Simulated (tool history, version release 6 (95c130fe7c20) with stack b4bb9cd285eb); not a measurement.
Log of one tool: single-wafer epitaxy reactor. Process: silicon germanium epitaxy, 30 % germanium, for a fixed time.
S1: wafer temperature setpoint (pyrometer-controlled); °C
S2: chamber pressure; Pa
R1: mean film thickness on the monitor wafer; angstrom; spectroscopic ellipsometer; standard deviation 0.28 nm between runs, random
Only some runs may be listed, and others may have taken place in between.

run  hour   S1    S2      R1
  1   0.0  620  2320  818.15
  2   7.7  610  2320  683.21
  3  12.8  614  2333  735.70
  4  20.3  617  2346  785.21
  5  21.3  619  2360  815.23
  6  26.2  621  2360  842.21
  7  28.5  623  2360  872.76
  8  31.2  625  2360  902.20

The next listed run, before its measurement:
  9  32.1  626  2360   ?

{"run 9": {"R1": 925.15}}

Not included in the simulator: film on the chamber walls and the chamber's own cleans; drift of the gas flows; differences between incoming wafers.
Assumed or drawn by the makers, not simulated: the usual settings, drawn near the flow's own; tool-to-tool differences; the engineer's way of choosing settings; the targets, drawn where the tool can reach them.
